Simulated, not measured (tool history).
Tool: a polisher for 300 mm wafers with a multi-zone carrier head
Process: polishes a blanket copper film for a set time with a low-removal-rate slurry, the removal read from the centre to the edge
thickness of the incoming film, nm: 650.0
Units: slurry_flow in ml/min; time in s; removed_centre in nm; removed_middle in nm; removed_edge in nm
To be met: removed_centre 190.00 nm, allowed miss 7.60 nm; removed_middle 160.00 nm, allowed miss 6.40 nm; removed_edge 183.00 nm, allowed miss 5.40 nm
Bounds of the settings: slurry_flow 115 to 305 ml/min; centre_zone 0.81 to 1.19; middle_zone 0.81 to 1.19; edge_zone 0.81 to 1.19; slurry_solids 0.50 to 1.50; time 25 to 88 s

run,hour,slurry_flow,centre_zone,middle_zone,edge_zone,slurry_solids,time,removed_centre,removed_middle,removed_edge
1,0.0,195,1.00,1.00,1.00,1.00,56,154.72,157.64,156.45
2,6.4,195,1.00,0.96,1.00,1.00,56,156.13,152.98,157.90
3,7.3,150,1.00,0.96,1.00,1.00,56,149.42,146.54,152.40
4,8.8,150,1.00,0.96,1.00,1.10,56,154.62,150.47,157.72
5,10.7,170,1.02,0.95,1.03,1.15,56,160.22,152.99,163.97
6,13.8,215,1.02,0.95,1.03,1.15,56,169.35,160.26,168.00
7,17.5,225,1.03,0.93,1.05,1.15,56,168.63,153.75,168.64
8,21.5,230,1.05,0.93,1.06,1.20,56,175.22,161.12,177.14
9,24.4,235,1.06,0.92,1.06,1.20,56,178.32,158.11,173.90
10,29.7,240,1.07,0.92,1.07,1.20,56,181.81,155.53,175.32
11,33.2,245,1.07,0.92,1.08,1.20,56,179.76,158.69,176.03
12,39.7,250,1.08,0.92,1.09,1.20,56,185.93,161.69,177.76

Which of these 4 next moves meets every target?
A,46.2,290,1.06,0.87,1.11,1.15,58,?,?,?
B,46.2,220,0.98,0.86,1.17,1.15,60,?,?,?
C,46.2,245,1.05,1.02,1.14,1.20,53,?,?,?
D,46.2,210,1.06,0.95,1.13,1.15,56,?,?,?

move,removed_centre,removed_middle,removed_edge
A,187.80,156.93,185.63
B,173.53,156.09,192.52
C,168.87,162.22,171.25
D,174.25,156.85,175.71
A: meets every target
B: takes the result that was furthest off past its target
C: further off than the last run
D: further off than the last run
The right move is A.
